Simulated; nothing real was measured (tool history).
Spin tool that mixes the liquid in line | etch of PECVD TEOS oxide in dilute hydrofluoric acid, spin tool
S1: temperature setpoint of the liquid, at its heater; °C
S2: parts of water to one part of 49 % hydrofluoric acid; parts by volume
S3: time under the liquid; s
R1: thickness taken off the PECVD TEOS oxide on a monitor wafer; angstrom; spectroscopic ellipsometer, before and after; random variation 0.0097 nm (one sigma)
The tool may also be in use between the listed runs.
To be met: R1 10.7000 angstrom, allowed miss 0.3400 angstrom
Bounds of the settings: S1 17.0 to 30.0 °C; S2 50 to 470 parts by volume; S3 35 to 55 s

run 1 hour=0.0 | S1=22.0 S2=260 S3=55 | R1=19.4430
run 2 hour=7.4 | S1=21.0 S2=275 S3=55 | R1=17.3000
run 3 hour=15.0 | S1=21.0 S2=215 S3=55 | R1=23.3970
run 4 hour=15.6 | S1=20.5 S2=235 S3=55 | R1=20.6100
run 5 hour=21.1 | S1=20.0 S2=255 S3=55 | R1=18.5470
run 6 hour=23.0 | S1=19.5 S2=270 S3=55 | R1=16.5710
run 7 hour=29.8 | S1=19.0 S2=280 S3=55 | R1=15.7940
run 8 hour=34.3 | S1=18.5 S2=290 S3=55 | R1=14.7780
run 9 hour=38.9 | S1=18.5 S2=300 S3=55 | R1=14.2420
run 10 hour=43.6 | S1=18.5 S2=310 S3=55 | R1=13.6180
run 11 hour=46.1 | S1=18.5 S2=315 S3=55 | R1=13.1890

Which of these 4 next moves meets every target?
run A hour=48.6 | S1=18.5 S2=285 S3=35 | R1=?
run B hour=48.6 | S1=19.0 S2=275 S3=55 | R1=?
run C hour=48.6 | S1=19.5 S2=400 S3=55 | R1=?
run D hour=48.6 | S1=20.5 S2=370 S3=50 | R1=?

move=A R1=9.6789
move=B R1=16.2030
move=C R1=10.1960
move=D R1=10.6400
A: takes the result that was furthest off past its target
B: further off than the last run
C: takes the result that was furthest off past its target
D: meets every target
The right move is D.

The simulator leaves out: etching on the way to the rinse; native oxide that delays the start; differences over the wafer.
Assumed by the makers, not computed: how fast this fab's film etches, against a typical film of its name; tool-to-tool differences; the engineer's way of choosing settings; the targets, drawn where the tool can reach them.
